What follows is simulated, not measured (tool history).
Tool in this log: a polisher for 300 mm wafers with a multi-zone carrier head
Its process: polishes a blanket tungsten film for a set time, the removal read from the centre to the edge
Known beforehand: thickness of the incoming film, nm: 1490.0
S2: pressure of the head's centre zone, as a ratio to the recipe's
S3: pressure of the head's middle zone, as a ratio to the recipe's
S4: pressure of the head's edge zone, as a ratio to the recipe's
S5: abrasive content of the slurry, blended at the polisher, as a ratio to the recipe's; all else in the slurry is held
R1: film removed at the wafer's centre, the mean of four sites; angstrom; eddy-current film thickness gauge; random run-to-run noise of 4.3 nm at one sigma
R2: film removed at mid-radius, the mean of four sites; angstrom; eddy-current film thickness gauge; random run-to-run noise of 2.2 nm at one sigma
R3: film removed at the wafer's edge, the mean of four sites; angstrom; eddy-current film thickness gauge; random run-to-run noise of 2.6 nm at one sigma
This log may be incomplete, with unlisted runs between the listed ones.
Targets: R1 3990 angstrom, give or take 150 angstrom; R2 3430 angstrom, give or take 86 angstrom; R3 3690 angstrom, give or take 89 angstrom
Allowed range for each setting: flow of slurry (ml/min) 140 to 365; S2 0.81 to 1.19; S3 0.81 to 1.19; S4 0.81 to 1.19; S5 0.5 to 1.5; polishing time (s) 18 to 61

{"run": 1, "hour": 0.0, "flow of slurry (ml/min)": 235, "S2": 1, "S3": 1, "S4": 1, "S5": 1, "polishing time (s)": 39, "R1": 2501.2, "R2": 2561.2, "R3": 2458.7}
{"run": 2, "hour": 5.7, "flow of slurry (ml/min)": 235, "S2": 1, "S3": 0.93, "S4": 1, "S5": 1, "polishing time (s)": 39, "R1": 2540.7, "R2": 2388.7, "R3": 2460}
{"run": 3, "hour": 11.0, "flow of slurry (ml/min)": 235, "S2": 1.08, "S3": 0.93, "S4": 1, "S5": 1, "polishing time (s)": 39, "R1": 2782.5, "R2": 2398.6, "R3": 2492}
{"run": 4, "hour": 17.5, "flow of slurry (ml/min)": 235, "S2": 1.08, "S3": 0.93, "S4": 0.96, "S5": 1, "polishing time (s)": 39, "R1": 2694.6, "R2": 2410.1, "R3": 2436.7}
{"run": 5, "hour": 24.2, "flow of slurry (ml/min)": 240, "S2": 1.07, "S3": 0.94, "S4": 1.01, "S5": 1.1, "polishing time (s)": 41, "R1": 2944.9, "R2": 2662.7, "R3": 2692.4}
{"run": 6, "hour": 31.7, "flow of slurry (ml/min)": 240, "S2": 1.07, "S3": 0.93, "S4": 1.05, "S5": 1.2, "polishing time (s)": 42, "R1": 3104.7, "R2": 2725.3, "R3": 2869.8}
{"run": 7, "hour": 32.7, "flow of slurry (ml/min)": 245, "S2": 1.08, "S3": 0.94, "S4": 1.08, "S5": 1.25, "polishing time (s)": 43, "R1": 3265.3, "R2": 2862.9, "R3": 3040.8}
{"run": 8, "hour": 35.3, "flow of slurry (ml/min)": 255, "S2": 1.09, "S3": 0.95, "S4": 1.11, "S5": 1.3, "polishing time (s)": 44, "R1": 3425.8, "R2": 2976.7, "R3": 3189.3}
{"run": 9, "hour": 35.9, "flow of slurry (ml/min)": 260, "S2": 1.1, "S3": 0.96, "S4": 1.13, "S5": 1.35, "polishing time (s)": 45, "R1": 3560, "R2": 3117.2, "R3": 3338.2}

Below are 4 possible settings for the next run. Only one of them brings all results inside the allowed miss of their targets. Which is it?
{"run": "A", "hour": 36.5, "flow of slurry (ml/min)": 245, "S2": 1.09, "S3": 0.95, "S4": 1.15, "S5": 1.5, "polishing time (s)": 45, "R1": "?", "R2": "?", "R3": "?"}
{"run": "B", "hour": 36.5, "flow of slurry (ml/min)": 305, "S2": 1.01, "S3": 0.9, "S4": 1.19, "S5": 1.25, "polishing time (s)": 42, "R1": "?", "R2": "?", "R3": "?"}
{"run": "C", "hour": 36.5, "flow of slurry (ml/min)": 255, "S2": 1.11, "S3": 0.93, "S4": 1.1, "S5": 1.35, "polishing time (s)": 51, "R1": "?", "R2": "?", "R3": "?"}
{"run": "D", "hour": 36.5, "flow of slurry (ml/min)": 235, "S2": 1.15, "S3": 0.96, "S4": 1.05, "S5": 1.05, "polishing time (s)": 44, "R1": "?", "R2": "?", "R3": "?"}

move=A R1=3536.4 R2=3134.9 R3=3445.2
move=B R1=3029.3 R2=2735 R3=3182.9
move=C R1=3982.5 R2=3412.5 R3=3728.3
move=D R1=3280.5 R2=2801.8 R3=2918.9
A: nearer the targets than the last run, but a result is still out of spec
B: misses by more than the last run did
C: hits every target within its allowed miss
D: misses by more than the last run did
Go with C: it meets all targets.
